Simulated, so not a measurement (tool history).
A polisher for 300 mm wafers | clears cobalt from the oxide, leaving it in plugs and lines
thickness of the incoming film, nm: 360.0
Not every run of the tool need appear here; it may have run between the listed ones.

run	hour	flow of slurry (ml/min)	pressure of the wafer on the pad (kPa)	speed of the pad under the wafer (cm/s)	overpolish time after the end point (s)	time until the end point was called (s)	dishing of a wide line in a test structure (nm)
1	0.0	305	14.5	80	9	88.892	24.983
2	5.6	305	14.5	80	8	90.462	23.040
3	10.2	305	14.5	94	8	75.501	25.527
4	13.7	305	14.5	84	8	83.527	23.595
5	20.9	305	14.5	94	8	76.059	25.497
6	22.4	305	11.0	94	8	95.633	21.079
7	27.3	305	13.1	96	5	79.776	16.604

Forecast run 8:
8	28.9	305	12.4	96	7	?	?

time until the end point was called (s): 84.075
dishing of a wide line in a test structure (nm): 21.578

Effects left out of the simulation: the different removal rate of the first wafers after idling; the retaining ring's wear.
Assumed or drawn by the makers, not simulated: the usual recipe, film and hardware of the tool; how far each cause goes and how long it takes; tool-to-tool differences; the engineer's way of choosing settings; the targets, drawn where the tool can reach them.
